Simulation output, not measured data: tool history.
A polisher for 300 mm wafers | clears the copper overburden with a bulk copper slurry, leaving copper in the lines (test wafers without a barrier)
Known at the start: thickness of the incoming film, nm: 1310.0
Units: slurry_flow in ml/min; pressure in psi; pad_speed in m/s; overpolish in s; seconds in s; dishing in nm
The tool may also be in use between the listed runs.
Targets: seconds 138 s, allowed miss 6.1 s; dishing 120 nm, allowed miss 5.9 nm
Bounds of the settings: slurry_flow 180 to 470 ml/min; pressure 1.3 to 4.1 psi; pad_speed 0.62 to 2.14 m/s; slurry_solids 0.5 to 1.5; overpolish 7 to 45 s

run	hour	slurry_flow	pressure	pad_speed	slurry_solids	overpolish	seconds	dishing
1	0	300	2.7	1.38	1	23	108.14	136.07
2	8.3	300	2.6	1.38	1	23	110.19	130.97
3	9.3	300	2.6	1.56	1	23	99.747	140.32
4	11.4	300	2.4	1.56	1	24	112.73	130.1
5	15.7	365	2.4	1.56	1	24	110.05	131.19
# hour 22.6: slurry blender recalibrated
6	22.6	440	2.4	1.56	1	24	99.372	141.77
7	26.5	415	2.3	1.56	1	25	104.81	138.18
8	33.3	395	2.2	1.56	1	26	106.94	130.49

Which of these 4 next moves meets every target?
A	40.1	295	1.7	1.44	1.05	26	?	?
B	40.1	325	2.3	1.12	0.8	26	?	?
C	40.1	385	1.9	1.22	0.95	31	?	?
D	40.1	365	1.7	1.34	1.05	25	?	?

move	seconds	dishing
A	147.32	111.31
B	138.98	123.31
C	149.37	123.59
D	152.49	107.3
A: takes the result that was furthest off past its target
B: meets every target
C: takes the result that was furthest off past its target
D: takes the result that was furthest off past its target
Move B is the one to make.
